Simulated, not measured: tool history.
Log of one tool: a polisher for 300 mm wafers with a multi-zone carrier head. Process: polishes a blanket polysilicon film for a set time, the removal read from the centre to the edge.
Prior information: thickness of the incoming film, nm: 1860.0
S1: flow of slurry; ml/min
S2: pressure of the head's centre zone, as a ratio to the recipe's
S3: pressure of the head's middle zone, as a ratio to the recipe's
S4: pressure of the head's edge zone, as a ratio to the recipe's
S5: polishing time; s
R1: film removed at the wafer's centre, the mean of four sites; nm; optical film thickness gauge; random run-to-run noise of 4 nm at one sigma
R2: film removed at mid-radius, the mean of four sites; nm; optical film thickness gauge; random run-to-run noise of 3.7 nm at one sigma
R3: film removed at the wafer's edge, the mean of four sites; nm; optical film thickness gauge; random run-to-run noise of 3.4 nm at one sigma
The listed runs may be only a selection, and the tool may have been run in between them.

run 1 hour=0.0 | S1=160 S2=1.00 S3=1.00 S4=1.00 S5=38 | R1=222.27 R2=247.22 R3=241.40
run 2 hour=1.6 | S1=160 S2=1.00 S3=1.00 S4=0.94 S5=38 | R1=220.77 R2=238.43 R3=235.13
run 3 hour=9.4 | S1=160 S2=1.00 S3=1.00 S4=0.94 S5=42 | R1=249.15 R2=269.38 R3=264.97
run 4 hour=16.5 | S1=160 S2=1.00 S3=1.00 S4=0.94 S5=36 | R1=208.24 R2=234.74 R3=220.70
run 5 hour=23.4 | S1=160 S2=1.00 S3=1.00 S4=1.01 S5=36 | R1=209.90 R2=228.69 R3=225.01
run 6 hour=25.4 | S1=160 S2=0.92 S3=1.00 S4=1.01 S5=36 | R1=194.74 R2=229.80 R3=232.51

Run 7 has not been measured yet. What should we expect?
run 7 hour=26.8 | S1=170 S2=0.92 S3=1.02 S4=1.02 S5=38 | R1=? R2=? R3=?

R1: 208.26 nm
R2: 251.22 nm
R3: 240.03 nm

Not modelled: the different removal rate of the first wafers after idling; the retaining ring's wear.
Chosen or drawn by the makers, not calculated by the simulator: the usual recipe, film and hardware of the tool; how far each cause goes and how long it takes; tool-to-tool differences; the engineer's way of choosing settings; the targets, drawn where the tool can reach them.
